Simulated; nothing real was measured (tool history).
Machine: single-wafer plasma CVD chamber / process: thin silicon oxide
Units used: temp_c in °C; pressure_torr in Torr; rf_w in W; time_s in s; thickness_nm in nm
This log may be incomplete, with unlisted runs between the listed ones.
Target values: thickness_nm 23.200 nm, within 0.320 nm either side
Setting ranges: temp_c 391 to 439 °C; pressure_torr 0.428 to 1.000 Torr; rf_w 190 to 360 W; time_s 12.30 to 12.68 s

| run | hour | temp_c | pressure_torr | rf_w | time_s | thickness_nm |
|---|---|---|---|---|---|---|
| 1 | 0.0 | 415 | 0.714 | 275 | 12.30 | 19.585 |
| 2 | 3.7 | 404 | 0.714 | 275 | 12.30 | 19.541 |
| 3 | 11.6 | 400 | 0.714 | 275 | 12.30 | 19.544 |
| 4 | 16.5 | 400 | 0.743 | 275 | 12.30 | 20.328 |
| 5 | 18.1 | 400 | 0.766 | 275 | 12.30 | 20.789 |
| 6 | 26.7 | 400 | 0.658 | 275 | 12.30 | 18.244 |
|  | 29.8 | capacitance manometer re-zeroed and calibrated |
| 7 | 29.8 | 400 | 0.801 | 280 | 12.30 | 20.665 |
| 8 | 37.8 | 400 | 0.839 | 280 | 12.31 | 21.456 |
| 9 | 42.8 | 400 | 0.864 | 280 | 12.31 | 21.878 |
| 10 | 46.7 | 400 | 0.883 | 280 | 12.31 | 22.379 |

Next run, 5 choices. One meets every target within its allowed miss, the rest don't. Which?
| A | 50.6 | 408 | 0.912 | 290 | 12.68 | ? |
| B | 50.6 | 391 | 0.783 | 315 | 12.30 | ? |
| C | 50.6 | 391 | 0.793 | 315 | 12.30 | ? |
| D | 50.6 | 416 | 0.971 | 270 | 12.30 | ? |
| E | 50.6 | 399 | 0.861 | 270 | 12.30 | ? |

| move | thickness_nm |
|---|---|
| A | 23.908 |
| B | 21.580 |
| C | 21.813 |
| D | 23.332 |
| E | 21.494 |
A: the result that was furthest off in the last run now lies on the other side of its target
B: lands further from the targets than the last run did
C: lands further from the targets than the last run did
D: in spec on every target
E: lands further from the targets than the last run did
D meets every target.
